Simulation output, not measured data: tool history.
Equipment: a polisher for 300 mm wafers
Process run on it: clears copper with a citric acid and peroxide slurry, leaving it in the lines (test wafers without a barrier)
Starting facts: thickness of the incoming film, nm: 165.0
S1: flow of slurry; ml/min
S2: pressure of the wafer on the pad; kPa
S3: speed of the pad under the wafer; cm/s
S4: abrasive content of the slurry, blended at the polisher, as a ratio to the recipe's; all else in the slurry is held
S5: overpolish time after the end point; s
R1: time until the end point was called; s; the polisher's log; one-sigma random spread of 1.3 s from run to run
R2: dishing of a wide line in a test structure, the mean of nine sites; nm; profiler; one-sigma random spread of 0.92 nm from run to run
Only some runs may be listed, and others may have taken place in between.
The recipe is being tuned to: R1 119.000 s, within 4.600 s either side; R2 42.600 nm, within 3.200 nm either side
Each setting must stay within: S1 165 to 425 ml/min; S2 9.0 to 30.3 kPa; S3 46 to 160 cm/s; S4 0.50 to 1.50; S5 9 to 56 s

{"run": 1, "day": 0.0, "S1": 275, "S2": 19.3, "S3": 102, "S4": 1.0, "S5": 29, "R1": 74.984, "R2": 42.167}
{"run": 2, "day": 0.333, "S1": 275, "S2": 17.2, "S3": 102, "S4": 1.0, "S5": 33, "R1": 84.449, "R2": 42.26}
{"run": 3, "day": 0.675, "S1": 300, "S2": 17.2, "S3": 102, "S4": 1.0, "S5": 33, "R1": 82.676, "R2": 43.024}
{"run": 4, "day": 0.725, "S1": 300, "S2": 17.2, "S3": 122, "S4": 1.0, "S5": 33, "R1": 69.048, "R2": 49.448}
{"run": 5, "day": 0.792, "S1": 300, "S2": 15.2, "S3": 120, "S4": 1.0, "S5": 36, "R1": 80.292, "R2": 46.812}
{"run": 6, "day": 1.133, "S1": 300, "S2": 15.2, "S3": 120, "S4": 1.0, "S5": 24, "R1": 79.908, "R2": 34.322}
{"run": 7, "day": 1.212, "S1": 300, "S2": 13.8, "S3": 118, "S4": 1.0, "S5": 29, "R1": 89.955, "R2": 37.121}
{"run": 8, "day": 1.533, "S1": 295, "S2": 12.4, "S3": 118, "S4": 1.0, "S5": 32, "R1": 99.813, "R2": 37.091}
{"run": 9, "day": 1.838, "S1": 280, "S2": 9.7, "S3": 118, "S4": 1.0, "S5": 44, "R1": 128.6, "R2": 36.073}
{"run": 10, "day": 2.1, "S1": 295, "S2": 9.7, "S3": 118, "S4": 1.0, "S5": 45, "R1": 126.17, "R2": 37.607}
{"run": 11, "day": 2.388, "S1": 305, "S2": 9.7, "S3": 118, "S4": 1.0, "S5": 46, "R1": 121.39, "R2": 40.113}
{"run": 12, "day": 2.512, "S1": 315, "S2": 9.7, "S3": 118, "S4": 1.0, "S5": 48, "R1": 125.73, "R2": 40.173}
{"run": 13, "day": 2.608, "S1": 320, "S2": 9.7, "S3": 118, "S4": 1.0, "S5": 48, "R1": 125.35, "R2": 39.467}

Which of these 5 next moves meets every target?
{"run": "A", "day": 2.704, "S1": 340, "S2": 9.0, "S3": 110, "S4": 1.05, "S5": 51, "R1": "?", "R2": "?"}
{"run": "B", "day": 2.704, "S1": 295, "S2": 9.7, "S3": 118, "S4": 0.95, "S5": 44, "R1": "?", "R2": "?"}
{"run": "C", "day": 2.704, "S1": 310, "S2": 10.3, "S3": 96, "S4": 1.35, "S5": 56, "R1": "?", "R2": "?"}
{"run": "D", "day": 2.704, "S1": 300, "S2": 10.3, "S3": 106, "S4": 0.8, "S5": 43, "R1": "?", "R2": "?"}
{"run": "E", "day": 2.704, "S1": 360, "S2": 10.3, "S3": 116, "S4": 0.95, "S5": 49, "R1": "?", "R2": "?"}

move=A R1=138.450 R2=37.909
move=B R1=124.590 R2=36.898
move=C R1=131.310 R2=43.189
move=D R1=133.260 R2=34.510
move=E R1=116.910 R2=42.547
A: its largest miss is bigger than the last run's
B: its largest miss is bigger than the last run's
C: its largest miss is bigger than the last run's
D: its largest miss is bigger than the last run's
E: hits every target within its allowed miss
Answer: E

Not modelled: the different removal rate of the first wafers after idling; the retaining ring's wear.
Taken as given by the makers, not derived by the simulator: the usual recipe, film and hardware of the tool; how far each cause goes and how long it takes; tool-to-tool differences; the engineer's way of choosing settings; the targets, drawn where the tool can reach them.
